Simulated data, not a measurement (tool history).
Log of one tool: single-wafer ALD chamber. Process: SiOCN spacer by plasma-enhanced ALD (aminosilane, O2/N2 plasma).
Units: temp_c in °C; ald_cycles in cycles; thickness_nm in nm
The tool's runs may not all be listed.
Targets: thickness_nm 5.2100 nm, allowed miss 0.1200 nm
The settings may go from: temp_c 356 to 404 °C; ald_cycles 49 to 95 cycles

run,hour,temp_c,ald_cycles,thickness_nm
1,0.0,380,72,4.2623
2,2.8,374,72,4.2666
3,3.9,374,76,4.4906
4,9.9,374,82,4.8392
5,14.8,370,82,4.8769
6,22.6,360,82,4.8819
7,27.6,360,83,4.9048
8,31.9,360,84,4.9898
9,33.2,360,84,4.9934
10,35.1,360,85,5.0189

Which of these 4 next moves meets every target?
A,37.0,380,91,?
B,37.0,361,88,?
C,37.0,365,85,?
D,37.0,356,84,?

move,thickness_nm
A,5.4105
B,5.2321
C,5.0537
D,4.9943
A: takes the result that was furthest off past its target
B: meets every target
C: nearer than the last run, and not there yet
D: further off than the last run
The right move is B.
